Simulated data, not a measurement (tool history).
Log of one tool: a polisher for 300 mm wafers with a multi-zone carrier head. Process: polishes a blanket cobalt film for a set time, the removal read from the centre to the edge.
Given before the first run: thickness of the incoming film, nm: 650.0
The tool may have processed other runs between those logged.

run	hour	flow of slurry (ml/min)	pressure of the head's centre zone	pressure of the head's middle zone	pressure of the head's edge zone	polishing time (s)	film removed at the wafer's centre (Å)	film removed at mid-radius (Å)	film removed at the wafer's edge (Å)
1	0	135	1	1	1	40	2058.1	2085.3	2101.5
2	7.5	135	1	1	1.03	40	2068.3	2114.9	2121.9
3	8.1	135	0.92	1	1.03	40	1939.5	2123.7	2070.4
4	13.9	135	0.92	1	1.09	40	1932.8	2041.3	2160.7
5	17.5	135	0.92	0.97	1.09	40	1914.9	1994.3	2199.7
# hour 21.7: worn pad replaced by a new one
6	21.7	135	0.92	0.97	1.09	36	1874.2	1982.4	2090.4
7	27.6	145	0.93	1	1.08	39	2070.5	2166.8	2287.1
8	30.6	150	0.93	1.02	1.07	39	2094.2	2252.9	2292.9
9	37.4	155	0.94	1.04	1.06	39	2113.6	2342.4	2291

Run 10, settings as shown, results not yet in. Your forecast:
10	44.7	155	0.94	1.04	1.06	39	?	?	?

{"run 10": {"film removed at the wafer's centre (Å)": 2102.8, "film removed at mid-radius (Å)": 2321.5, "film removed at the wafer's edge (Å)": 2301.1}}
